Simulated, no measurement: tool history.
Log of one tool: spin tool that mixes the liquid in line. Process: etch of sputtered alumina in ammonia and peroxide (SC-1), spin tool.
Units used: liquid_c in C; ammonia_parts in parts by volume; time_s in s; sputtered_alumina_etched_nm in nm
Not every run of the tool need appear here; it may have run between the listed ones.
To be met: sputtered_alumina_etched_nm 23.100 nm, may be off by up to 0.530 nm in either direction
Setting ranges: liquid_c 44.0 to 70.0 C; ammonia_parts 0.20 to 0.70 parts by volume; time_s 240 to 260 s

run	hour	liquid_c	ammonia_parts	time_s	sputtered_alumina_etched_nm
1	0.0	60.0	0.40	240	17.541
2	2.0	61.5	0.40	240	19.068
3	9.5	61.5	0.50	240	19.393
4	15.4	62.5	0.50	240	20.367
5	22.3	63.0	0.50	240	20.945
6	24.9	63.5	0.50	240	21.350
7	32.2	64.0	0.50	240	21.925
8	32.8	64.5	0.50	240	22.504

Of the 4 settings listed for the next run, only one would bring every result within its allowed miss of target. Which one?
A	33.4	64.0	0.50	250	?
B	33.4	62.5	0.55	255	?
C	33.4	63.5	0.40	245	?
D	33.4	64.0	0.45	240	?

move	sputtered_alumina_etched_nm
A	22.985
B	21.940
C	21.512
D	21.848
A: every result lands within tolerance
B: further off than the last run
C: further off than the last run
D: further off than the last run
A meets every target.
